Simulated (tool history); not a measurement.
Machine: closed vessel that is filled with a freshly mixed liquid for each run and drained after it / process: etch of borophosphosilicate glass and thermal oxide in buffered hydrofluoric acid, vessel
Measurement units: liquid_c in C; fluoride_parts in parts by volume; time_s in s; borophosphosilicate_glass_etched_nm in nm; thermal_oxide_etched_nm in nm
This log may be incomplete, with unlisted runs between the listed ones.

run,hour,liquid_c,fluoride_parts,time_s,borophosphosilicate_glass_etched_nm,thermal_oxide_etched_nm
1,0.0,24.0,12.0,60,90.409,60.182
2,2.0,25.5,11.0,60,106.990,72.473
3,8.4,26.5,10.0,60,123.260,82.103
4,9.2,27.5,9.5,60,134.580,89.801
5,13.5,27.5,11.5,60,112.920,74.800
6,18.6,25.0,11.5,60,99.955,66.318

Estimate the outcome of run 7 from the log above:
7,19.7,29.0,7.5,60,?,?

{"run 7": {"borophosphosilicate_glass_etched_nm": 186.07, "thermal_oxide_etched_nm": 123.78}}
